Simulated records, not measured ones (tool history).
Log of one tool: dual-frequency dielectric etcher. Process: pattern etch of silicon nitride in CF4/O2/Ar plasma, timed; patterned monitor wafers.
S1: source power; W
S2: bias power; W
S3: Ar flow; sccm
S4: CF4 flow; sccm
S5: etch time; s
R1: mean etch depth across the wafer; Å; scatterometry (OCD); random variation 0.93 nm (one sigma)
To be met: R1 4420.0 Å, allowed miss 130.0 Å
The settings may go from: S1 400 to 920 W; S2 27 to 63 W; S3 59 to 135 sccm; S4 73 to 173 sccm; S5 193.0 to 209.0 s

{"run": 1, "hour": 0.0, "S1": 660, "S2": 45, "S3": 97, "S4": 123, "S5": 209.0, "R1": 5354.1}
{"run": 2, "hour": 3.0, "S1": 660, "S2": 45, "S3": 106, "S4": 123, "S5": 209.0, "R1": 5317.2}
{"run": 3, "hour": 5.3, "S1": 620, "S2": 44, "S3": 106, "S4": 123, "S5": 209.0, "R1": 5067.2}
{"run": 4, "hour": 8.5, "S1": 620, "S2": 44, "S3": 95, "S4": 123, "S5": 209.0, "R1": 5133.0}
{"run": 5, "hour": 13.5, "S1": 620, "S2": 44, "S3": 79, "S4": 123, "S5": 209.0, "R1": 5194.9}
{"run": 6, "hour": 14.6, "S1": 620, "S2": 44, "S3": 63, "S4": 123, "S5": 209.0, "R1": 5296.3}
{"run": 7, "hour": 18.1, "S1": 580, "S2": 43, "S3": 63, "S4": 123, "S5": 209.0, "R1": 5060.1}
{"run": 8, "hour": 24.2, "S1": 540, "S2": 42, "S3": 63, "S4": 123, "S5": 209.0, "R1": 4794.6}
{"run": 9, "hour": 32.6, "S1": 520, "S2": 42, "S3": 63, "S4": 123, "S5": 209.0, "R1": 4689.1}
{"run": 10, "hour": 37.1, "S1": 500, "S2": 42, "S3": 63, "S4": 123, "S5": 209.0, "R1": 4602.4}

Which of these 4 next moves meets every target?
{"run": "A", "hour": 41.6, "S1": 550, "S2": 41, "S3": 77, "S4": 113, "S5": 198.5, "R1": "?"}
{"run": "B", "hour": 41.6, "S1": 520, "S2": 45, "S3": 69, "S4": 138, "S5": 209.0, "R1": "?"}
{"run": "C", "hour": 41.6, "S1": 560, "S2": 42, "S3": 59, "S4": 135, "S5": 209.0, "R1": "?"}
{"run": "D", "hour": 41.6, "S1": 430, "S2": 42, "S3": 59, "S4": 140, "S5": 199.0, "R1": "?"}

move=A R1=4479.5
move=B R1=4832.8
move=C R1=4991.6
move=D R1=4092.2
A: meets every target
B: further off than the last run
C: further off than the last run
D: takes the result that was furthest off past its target
The right move is A.
